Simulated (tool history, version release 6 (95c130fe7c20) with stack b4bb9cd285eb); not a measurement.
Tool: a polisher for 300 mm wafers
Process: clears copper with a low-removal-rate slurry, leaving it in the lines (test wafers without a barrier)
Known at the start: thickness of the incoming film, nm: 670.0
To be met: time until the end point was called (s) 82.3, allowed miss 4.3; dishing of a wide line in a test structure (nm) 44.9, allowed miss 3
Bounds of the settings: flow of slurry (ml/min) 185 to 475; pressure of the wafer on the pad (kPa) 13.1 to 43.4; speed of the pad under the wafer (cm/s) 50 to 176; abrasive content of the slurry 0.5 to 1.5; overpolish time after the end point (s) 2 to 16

run  hour  flow of slurry (ml/min)  pressure of the wafer on the pad (kPa)  speed of the pad under the wafer (cm/s)  abrasive content of the slurry  overpolish time after the end point (s)  time until the end point was called (s)  dishing of a wide line in a test structure (nm)
  1     0                      305                                    28.3                                      112                               1                                        8                                   124.43                                           31.212
  2   7.1                      305                                    29.6                                      112                               1                                        8                                   114.74                                           32.887
  3   8.1                      305                                    36.5                                      112                               1                                        8                                   94.377                                           38.771
  4  16.4                      305                                    36.5                                      100                               1                                        8                                   107.22                                           35.977
  5  23.8                      305                                    36.5                                      100                               1                                       11                                   107.28                                            46.64
  6  30.1                      305                                    36.5                                      100                               1                                        9                                    109.3                                           41.621
  7  34.6                      305                                    37.2                                      102                               1                                        9                                   102.45                                           39.851
  8    41                      305                                    37.9                                      102                               1                                        9                                   100.01                                           42.339
  9    50                      305                                    38.6                                      102                               1                                        9                                   100.73                                           40.671

Which of these 5 next moves meets every target?
  A    59                      285                                    42.7                                       96                            0.95                                       11                                        ?                                                ?
  B    59                      325                                    37.9                                      110                            1.05                                        9                                        ?                                                ?
  C    59                      330                                    32.4                                      104                            0.75                                       10                                        ?                                                ?
  D    59                      295                                    37.9                                       84                            0.95                                       10                                        ?                                                ?
  E    59                      265                                    43.4                                      112                            0.85                                        8                                        ?                                                ?

move  time until the end point was called (s)  dishing of a wide line in a test structure (nm)
   A                                   98.071                                            51.41
   B                                   94.399                                           44.596
   C                                   120.89                                           39.238
   D                                   125.03                                           38.259
   E                                   84.856                                           44.335
A: nearer than the last run, and not there yet
B: nearer than the last run, and not there yet
C: further off than the last run
D: further off than the last run
E: meets every target
Answer: E

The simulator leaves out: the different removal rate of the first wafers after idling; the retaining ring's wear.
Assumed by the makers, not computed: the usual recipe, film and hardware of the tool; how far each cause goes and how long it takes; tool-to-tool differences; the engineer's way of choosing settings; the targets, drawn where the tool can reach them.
